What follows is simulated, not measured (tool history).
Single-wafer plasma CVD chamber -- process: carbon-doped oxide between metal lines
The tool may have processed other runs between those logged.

run  hour  heater temperature setpoint (deg C)  chamber pressure (Pa)  RF power (kW)  deposition time (s)  mean film thickness on the monitor wafer (Å)
  1   0.0                                  365                    657          0.550                 21.8                                        1237.2
  2   8.6                                  365                    657          0.550                 21.8                                        1235.0
  3  15.7                                  362                    724          0.580                 21.8                                        1301.5
  4  16.9                                  359                    771          0.600                 21.8                                        1347.8
  5  17.6                                  359                    771          0.600                 22.5                                        1393.9
  6  25.4                                  359                    771          0.565                 22.5                                        1348.3
  7  30.3                                  357                    811          0.580                 22.5                                        1382.7

Forecast run 8:
  8  39.2                                  355                    840          0.590                 22.5                                             ?

Run 8 produced mean film thickness on the monitor wafer (Å) 1402.1.
